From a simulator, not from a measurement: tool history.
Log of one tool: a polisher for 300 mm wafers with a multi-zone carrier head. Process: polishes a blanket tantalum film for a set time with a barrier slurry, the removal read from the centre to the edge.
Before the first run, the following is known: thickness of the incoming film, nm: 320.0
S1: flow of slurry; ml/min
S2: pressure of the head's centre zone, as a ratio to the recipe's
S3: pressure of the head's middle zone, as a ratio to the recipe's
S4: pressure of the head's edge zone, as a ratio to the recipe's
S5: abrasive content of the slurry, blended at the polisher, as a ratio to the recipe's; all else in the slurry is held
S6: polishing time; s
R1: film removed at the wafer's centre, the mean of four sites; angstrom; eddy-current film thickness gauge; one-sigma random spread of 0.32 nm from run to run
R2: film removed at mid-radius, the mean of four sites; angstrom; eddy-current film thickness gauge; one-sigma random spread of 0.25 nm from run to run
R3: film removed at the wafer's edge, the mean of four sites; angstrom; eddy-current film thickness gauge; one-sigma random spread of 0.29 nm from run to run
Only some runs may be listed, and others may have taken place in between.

run 1 day=0.000 | S1=195 S2=1.00 S3=1.00 S4=1.00 S5=1.00 S6=33 | R1=396.74 R2=384.55 R3=396.03
run 2 day=0.029 | S1=190 S2=0.98 S3=1.02 S4=0.95 S5=0.85 S6=32 | R1=353.43 R2=357.22 R3=347.49
run 3 day=0.267 | S1=190 S2=0.98 S3=1.02 S4=1.03 S5=0.85 S6=32 | R1=352.81 R2=352.37 R3=359.81
run 4 day=0.442 | S1=190 S2=0.98 S3=1.02 S4=1.07 S5=0.85 S6=32 | R1=350.38 R2=349.70 R3=375.17
run 5 day=0.650 | S1=190 S2=0.98 S3=1.02 S4=1.00 S5=0.85 S6=32 | R1=343.85 R2=351.42 R3=356.25
run 6 day=0.762 | S1=175 S2=0.97 S3=1.02 S4=0.94 S5=0.80 S6=32 | R1=334.40 R2=347.81 R3=334.78
run 7 day=1.012 | S1=140 S2=0.90 S3=0.99 S4=0.84 S5=0.60 S6=32 | R1=265.29 R2=289.57 R3=276.88

Estimate the outcome of run 8 from the log above:
run 8 day=1.275 | S1=195 S2=0.92 S3=1.04 S4=0.84 S5=0.60 S6=32 | R1=? R2=? R3=?

R1: 287.67 angstrom
R2: 309.24 angstrom
R3: 289.78 angstrom
